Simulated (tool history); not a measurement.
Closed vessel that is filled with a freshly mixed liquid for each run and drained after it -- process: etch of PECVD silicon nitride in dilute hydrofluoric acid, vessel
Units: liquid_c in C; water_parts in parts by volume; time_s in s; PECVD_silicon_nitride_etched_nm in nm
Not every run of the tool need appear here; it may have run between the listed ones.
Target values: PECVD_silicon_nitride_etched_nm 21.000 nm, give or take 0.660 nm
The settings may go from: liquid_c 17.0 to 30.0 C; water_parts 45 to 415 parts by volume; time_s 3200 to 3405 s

run	hour	liquid_c	water_parts	time_s	PECVD_silicon_nitride_etched_nm
1	0.0	22.0	230	3200	37.153
2	6.5	20.5	250	3200	31.097
3	12.7	17.0	250	3200	24.830
4	17.0	17.0	265	3200	23.303
5	21.2	19.0	265	3200	26.779
6	28.1	17.0	265	3200	23.426
7	30.3	17.0	275	3200	22.803
8	33.1	17.0	280	3200	22.122
9	39.5	17.0	285	3200	21.826

Which single option among these 4 for the next run brings every result within its allowed miss of target? Just one does.
A	45.9	17.0	275	3200	?
B	45.9	17.5	305	3215	?
C	45.9	17.5	295	3405	?
D	45.9	17.5	310	3405	?

move	PECVD_silicon_nitride_etched_nm
A	22.480
B	21.148
C	23.120
D	22.053
A: the biggest miss grows against the last run
B: hits every target within its allowed miss
C: the biggest miss grows against the last run
D: the biggest miss grows against the last run
So the answer is move B, the one that meets all the targets.
